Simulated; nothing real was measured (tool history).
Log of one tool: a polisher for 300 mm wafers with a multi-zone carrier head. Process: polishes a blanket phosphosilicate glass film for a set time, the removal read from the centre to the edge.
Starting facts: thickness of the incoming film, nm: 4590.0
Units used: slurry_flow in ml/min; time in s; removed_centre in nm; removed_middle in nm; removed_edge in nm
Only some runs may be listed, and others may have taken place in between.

run  hour  slurry_flow  centre_zone  middle_zone  edge_zone  slurry_solids  time  removed_centre  removed_middle  removed_edge
  1   0.0          190         1.00         1.00       1.00           1.00    74          550.76          635.69        602.83
  2   0.9          190         1.04         0.97       0.96           0.90    74          537.27          585.25        561.79
  3   1.5          190         1.08         0.95       0.92           0.85    74          546.02          567.25        531.90
  4   3.3          170         1.08         0.95       0.92           0.85    74          537.25          542.61        519.21
  5   9.4          170         1.08         0.95       0.92           1.00    74          582.19          600.05        558.11
  6  10.5          170         1.14         0.95       0.92           1.00    74          623.35          599.75        573.54
  7  17.4          160         1.14         0.93       0.89           0.95    74          602.90          550.83        552.53
  8  25.6          165         1.15         0.94       0.87           0.85    74          569.28          528.30        508.07
  9  27.2          160         1.15         0.94       0.86           0.80    74          545.92          510.09        479.31
 10  35.9          150         1.15         0.93       0.85           0.80    74          537.66          508.62        486.89
 11  43.4          190         1.18         0.90       0.85           0.60    73          466.11          420.45        406.99
 12  49.6          190         1.18         0.90       0.85           0.65    73          497.48          431.75        425.67
 13  51.2          195         1.18         0.91       0.86           0.65    73          497.64          447.61        419.49
 14  58.0          195         1.18         0.91       0.87           0.65    73          501.18          440.45        430.29
 15  59.7          195         1.18         0.92       0.88           0.65    73          504.33          448.39        431.90
 16  61.1          195         1.18         0.93       0.89           0.65    73          506.72          464.49        443.44

The next listed run, before its measurement:
 17  63.7          200         1.18         0.93       0.89           0.65    73               ?               ?             ?

removed_centre: 502.21 nm
removed_middle: 450.25 nm
removed_edge: 432.19 nm
